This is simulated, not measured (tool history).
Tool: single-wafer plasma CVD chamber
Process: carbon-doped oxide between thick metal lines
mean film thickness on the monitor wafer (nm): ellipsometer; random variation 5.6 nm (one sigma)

run	hour	heater temperature setpoint (°C)	chamber pressure (Pa)	RF power (W)	deposition time (s)	mean film thickness on the monitor wafer (nm)
1	0.0	360	712	435	274	1268.8
2	1.7	364	712	435	274	1271.5
3	4.1	364	745	455	274	1319.6
4	10.4	364	745	430	274	1260.3
5	16.3	364	675	430	274	1244.9
6	25.1	356	675	430	274	1256.9
7	33.3	356	675	430	274	1259.7

Run 8 comes next. What will it give?
8	42.3	355	717	445	274	?

{"run 8": {"mean film thickness on the monitor wafer (nm)": 1306.8}}
